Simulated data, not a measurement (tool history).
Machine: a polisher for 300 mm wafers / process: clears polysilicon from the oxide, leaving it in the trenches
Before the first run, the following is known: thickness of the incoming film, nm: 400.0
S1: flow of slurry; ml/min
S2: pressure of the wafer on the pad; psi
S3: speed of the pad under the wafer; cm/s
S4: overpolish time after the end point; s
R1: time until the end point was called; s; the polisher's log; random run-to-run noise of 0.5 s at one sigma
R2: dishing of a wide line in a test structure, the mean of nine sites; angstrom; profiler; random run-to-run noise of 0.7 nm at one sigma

run,day,S1,S2,S3,S4,R1,R2
1,0.000,275,3.3,84,16,23.305,567.59
2,0.238,275,3.1,84,14,24.358,549.93
3,0.379,230,3.1,84,14,24.437,536.64
4,0.654,230,3.1,84,19,25.429,566.33
5,0.888,230,2.8,84,19,27.436,565.96
6,0.983,215,2.8,80,16,29.119,553.56
7,1.288,205,2.6,84,14,29.682,549.76
8,1.512,195,2.9,74,12,30.423,489.23
9,1.567,190,3.1,66,11,30.456,510.85
10,1.883,185,3.1,64,10,30.330,465.84
11,2.233,180,3.2,58,9,31.987,454.99
12,2.567,175,3.3,54,8,32.720,427.81
13,2.758,175,3.4,50,7,34.458,384.18

What will run 14 give?
14,2.850,175,3.5,48,7,?,?

Run 14 gave R1 32.491 s, R2 402.34 angstrom.
